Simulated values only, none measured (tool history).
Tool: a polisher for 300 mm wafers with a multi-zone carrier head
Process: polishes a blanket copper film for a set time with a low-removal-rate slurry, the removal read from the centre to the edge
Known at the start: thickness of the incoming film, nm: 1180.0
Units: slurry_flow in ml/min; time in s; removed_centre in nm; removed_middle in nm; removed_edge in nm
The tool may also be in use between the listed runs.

run 1 hour=0 | slurry_flow=170 centre_zone=1 middle_zone=1 edge_zone=1 slurry_solids=1 time=72 | removed_centre=307.86 removed_middle=304.41 removed_edge=307.37
run 2 hour=1.7 | slurry_flow=170 centre_zone=1 middle_zone=1.03 edge_zone=1 slurry_solids=1 time=72 | removed_centre=306.71 removed_middle=311.16 removed_edge=304.78
run 3 hour=6.5 | slurry_flow=170 centre_zone=1 middle_zone=1.03 edge_zone=1.05 slurry_solids=1 time=72 | removed_centre=305.76 removed_middle=313.52 removed_edge=310.81
run 4 hour=7.2 | slurry_flow=140 centre_zone=1 middle_zone=1.03 edge_zone=1.05 slurry_solids=1 time=72 | removed_centre=293.53 removed_middle=301.82 removed_edge=305.84
run 5 hour=11.2 | slurry_flow=140 centre_zone=1 middle_zone=1.03 edge_zone=1.05 slurry_solids=1 time=64 | removed_centre=263.52 removed_middle=274.18 removed_edge=270.88
run 6 hour=14.7 | slurry_flow=140 centre_zone=1 middle_zone=1.03 edge_zone=1.12 slurry_solids=1 time=64 | removed_centre=263.15 removed_middle=271.38 removed_edge=272.89
run 7 hour=23 | slurry_flow=140 centre_zone=1 middle_zone=1 edge_zone=1.13 slurry_solids=1.05 time=64 | removed_centre=263.89 removed_middle=264.33 removed_edge=288.33

The next listed run, before its measurement:
run 8 hour=27.3 | slurry_flow=145 centre_zone=1.01 middle_zone=0.99 edge_zone=1.13 slurry_solids=1.05 time=64 | removed_centre=? removed_middle=? removed_edge=?

removed_centre: 271.09 nm
removed_middle: 267.24 nm
removed_edge: 284.11 nm
